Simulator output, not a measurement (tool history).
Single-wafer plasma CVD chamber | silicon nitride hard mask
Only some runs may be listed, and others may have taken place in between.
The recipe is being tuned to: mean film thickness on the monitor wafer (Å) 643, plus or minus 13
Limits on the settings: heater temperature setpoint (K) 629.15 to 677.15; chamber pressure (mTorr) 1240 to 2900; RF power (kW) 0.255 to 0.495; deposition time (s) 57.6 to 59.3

run	day	heater temperature setpoint (K)	chamber pressure (mTorr)	RF power (kW)	deposition time (s)	mean film thickness on the monitor wafer (Å)
1	0	653.15	2070	0.375	57.6	827.26
2	0.346	653.15	2070	0.335	57.6	747.81
3	0.7	653.15	1960	0.33	57.6	731.59
4	0.733	653.15	1860	0.325	57.6	714.51
5	1	653.15	1780	0.32	57.6	688.41
6	1.029	653.15	1780	0.32	59.3	707.25
7	1.179	653.15	1700	0.32	59.3	706.12
8	1.279	653.15	1630	0.315	59.3	685.93
9	1.575	653.15	1580	0.315	59.3	679.88
10	1.758	653.15	1580	0.315	59.3	681.85
11	1.829	653.15	1530	0.315	59.3	678.94

Below are 5 possible settings for the next run. Only one of them brings all results inside the allowed miss of their targets. Which is it?
A	1.9	658.15	1400	0.34	59.3	?
B	1.9	647.15	1570	0.34	59.3	?
C	1.9	649.15	1670	0.32	59.3	?
D	1.9	653.15	1410	0.315	57.7	?
E	1.9	649.15	1310	0.36	57.7	?

move	mean film thickness on the monitor wafer (Å)
A	707.9
B	734.03
C	703.25
D	642.37
E	715.02
A: misses by more than the last run did
B: misses by more than the last run did
C: misses by more than the last run did
D: each result inside its tolerance
E: misses by more than the last run did
Go with D: it meets all targets.

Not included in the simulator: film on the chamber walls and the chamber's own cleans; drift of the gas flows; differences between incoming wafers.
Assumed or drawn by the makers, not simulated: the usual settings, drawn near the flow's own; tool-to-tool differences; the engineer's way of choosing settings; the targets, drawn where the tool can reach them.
